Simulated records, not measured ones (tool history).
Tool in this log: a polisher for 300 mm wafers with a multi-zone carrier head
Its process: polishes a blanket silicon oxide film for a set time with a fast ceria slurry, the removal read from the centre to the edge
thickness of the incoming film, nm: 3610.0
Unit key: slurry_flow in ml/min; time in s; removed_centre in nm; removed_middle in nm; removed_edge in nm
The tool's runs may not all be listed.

Run 1, day 0.000: slurry_flow 185 ml/min, centre_zone 1.00, middle_zone 1.00, edge_zone 1.00, time 31 s. Result: removed_centre 283.99 nm, removed_middle 294.46 nm, removed_edge 299.89 nm.
Run 2, day 0.333: slurry_flow 200 ml/min, centre_zone 0.99, middle_zone 1.05, edge_zone 1.05, time 34 s. Result: removed_centre 313.15 nm, removed_middle 343.06 nm, removed_edge 338.21 nm.
Run 3, day 0.588: slurry_flow 200 ml/min, centre_zone 0.99, middle_zone 1.05, edge_zone 1.05, time 30 s. Result: removed_centre 278.32 nm, removed_middle 302.93 nm, removed_edge 285.82 nm.
Run 4, day 0.729: slurry_flow 195 ml/min, centre_zone 0.98, middle_zone 1.07, edge_zone 1.05, time 34 s. Result: removed_centre 311.28 nm, removed_middle 348.99 nm, removed_edge 328.10 nm.
At day 1.100: worn pad replaced by a new one.
Run 5, day 1.100: slurry_flow 205 ml/min, centre_zone 0.96, middle_zone 1.08, edge_zone 1.08, time 36 s. Result: removed_centre 341.04 nm, removed_middle 398.37 nm, removed_edge 376.14 nm.
Run 6, day 1.275: slurry_flow 205 ml/min, centre_zone 0.96, middle_zone 1.08, edge_zone 1.08, time 30 s. Result: removed_centre 283.07 nm, removed_middle 331.80 nm, removed_edge 312.22 nm.
Run 7, day 1.321: slurry_flow 205 ml/min, centre_zone 0.96, middle_zone 1.08, edge_zone 1.08, time 30 s. Result: removed_centre 285.44 nm, removed_middle 336.72 nm, removed_edge 314.42 nm.

Estimate the outcome of run 8 from the log above:
Run 8, day 1.396: slurry_flow 220 ml/min, centre_zone 0.96, middle_zone 1.08, edge_zone 1.11, time 32 s. Result: removed_centre ?, removed_middle ?, removed_edge ?.

Run 8 measured removed_centre 307.93 nm, removed_middle 353.49 nm, removed_edge 344.35 nm.
